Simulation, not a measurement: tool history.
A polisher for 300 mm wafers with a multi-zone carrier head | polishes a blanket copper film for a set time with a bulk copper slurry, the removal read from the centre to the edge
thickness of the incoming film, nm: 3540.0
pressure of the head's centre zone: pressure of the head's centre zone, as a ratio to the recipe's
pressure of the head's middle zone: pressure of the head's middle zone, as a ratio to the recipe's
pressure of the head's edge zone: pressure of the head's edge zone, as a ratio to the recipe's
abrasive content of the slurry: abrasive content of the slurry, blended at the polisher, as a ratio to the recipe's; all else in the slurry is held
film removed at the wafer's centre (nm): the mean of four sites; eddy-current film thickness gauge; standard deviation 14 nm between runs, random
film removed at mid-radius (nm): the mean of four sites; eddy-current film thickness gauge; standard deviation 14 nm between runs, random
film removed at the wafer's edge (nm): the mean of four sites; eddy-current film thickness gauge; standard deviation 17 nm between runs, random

run,hour,flow of slurry (ml/min),pressure of the head's centre zone,pressure of the head's middle zone,pressure of the head's edge zone,abrasive content of the slurry,polishing time (s),film removed at the wafer's centre (nm),film removed at mid-radius (nm),film removed at the wafer's edge (nm)
1,0,270,1,1,1,1,86,1179,1120.2,1148.3
2,2.2,275,1.02,0.98,1.05,1.15,87,1258.6,1166.8,1208.5
3,5.4,340,1.02,0.98,1.05,1.15,87,1292.6,1180.2,1227.8
4,13.9,340,1.09,0.98,1.05,1.15,87,1385.6,1182.4,1258.1
5,15.2,340,1.09,1.02,1.05,1.15,87,1389.8,1219.2,1222.6
6,21,340,1.09,1.02,1.05,1.15,75,1188.6,1055.6,1069.2
7,26.7,335,1.07,0.97,1.08,1.25,81,1297.4,1131.1,1194.4

What does the tool deliver on the next run?
8,31.7,330,1.06,0.93,1.1,1.3,84,?,?,?

{"run 8": {"film removed at the wafer's centre (nm)": 1329.5, "film removed at mid-radius (nm)": 1120.7, "film removed at the wafer's edge (nm)": 1286.4}}

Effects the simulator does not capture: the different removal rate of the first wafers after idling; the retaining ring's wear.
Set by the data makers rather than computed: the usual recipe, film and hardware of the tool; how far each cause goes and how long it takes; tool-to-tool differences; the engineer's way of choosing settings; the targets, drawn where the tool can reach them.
